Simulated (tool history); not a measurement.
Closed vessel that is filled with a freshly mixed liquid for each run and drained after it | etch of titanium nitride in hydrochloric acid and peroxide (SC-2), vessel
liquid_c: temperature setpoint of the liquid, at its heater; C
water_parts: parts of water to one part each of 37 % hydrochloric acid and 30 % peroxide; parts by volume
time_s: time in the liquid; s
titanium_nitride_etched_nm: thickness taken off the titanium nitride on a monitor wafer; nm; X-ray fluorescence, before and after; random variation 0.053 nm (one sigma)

run,hour,liquid_c,water_parts,time_s,titanium_nitride_etched_nm
1,0.0,64.0,8.0,30,3.8690
2,3.2,64.0,8.0,30,3.8823
3,5.9,64.0,8.0,30,3.8932
4,11.3,65.5,8.0,30,4.2801
5,20.1,60.0,8.0,30,2.9765
6,21.3,60.0,9.5,30,2.5987
7,23.5,68.0,6.5,30,5.8663
8,26.4,68.5,6.5,30,5.9383
9,27.3,69.0,6.5,30,6.1667
10,34.3,69.5,6.5,30,6.3464
11,39.4,70.0,6.5,30,6.5991

Run 12 comes next. What will it give?
12,47.9,70.0,6.5,30,?

Run 12 gave titanium_nitride_etched_nm 6.4859 nm.

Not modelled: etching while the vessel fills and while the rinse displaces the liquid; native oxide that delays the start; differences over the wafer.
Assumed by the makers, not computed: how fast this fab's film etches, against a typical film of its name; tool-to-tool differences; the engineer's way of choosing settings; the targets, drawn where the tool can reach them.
